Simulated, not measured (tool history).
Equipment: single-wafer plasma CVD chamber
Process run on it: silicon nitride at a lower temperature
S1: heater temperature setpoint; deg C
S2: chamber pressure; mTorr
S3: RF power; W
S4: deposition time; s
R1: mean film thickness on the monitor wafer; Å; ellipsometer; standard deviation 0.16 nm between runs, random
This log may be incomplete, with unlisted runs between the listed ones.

run 1 hour=0.0 | S1=340 S2=2010 S3=360 S4=30.3 | R1=440.26
run 2 hour=2.2 | S1=340 S2=2010 S3=390 S4=30.3 | R1=461.48
run 3 hour=5.4 | S1=340 S2=2010 S3=350 S4=30.3 | R1=435.01
run 4 hour=11.5 | S1=340 S2=2010 S3=350 S4=31.3 | R1=448.96
run 5 hour=16.1 | S1=340 S2=2010 S3=385 S4=31.3 | R1=474.94
run 6 hour=23.7 | S1=346 S2=2010 S3=385 S4=31.3 | R1=473.79
run 7 hour=26.4 | S1=346 S2=1930 S3=375 S4=31.3 | R1=460.57
run 8 hour=32.4 | S1=346 S2=1860 S3=370 S4=31.3 | R1=447.30
run 9 hour=34.5 | S1=346 S2=1790 S3=365 S4=31.3 | R1=435.35
run 10 hour=35.3 | S1=346 S2=1730 S3=365 S4=31.3 | R1=429.36
run 11 hour=42.7 | S1=346 S2=1670 S3=365 S4=31.3 | R1=424.04
run 12 hour=50.3 | S1=346 S2=1620 S3=365 S4=31.3 | R1=418.08
run 13 hour=56.7 | S1=346 S2=1220 S3=335 S4=31.2 | R1=334.97

For run 14, what comes out?
run 14 hour=64.8 | S1=346 S2=1260 S3=335 S4=31.2 | R1=?

Run 14 produced R1 343.28 Å.
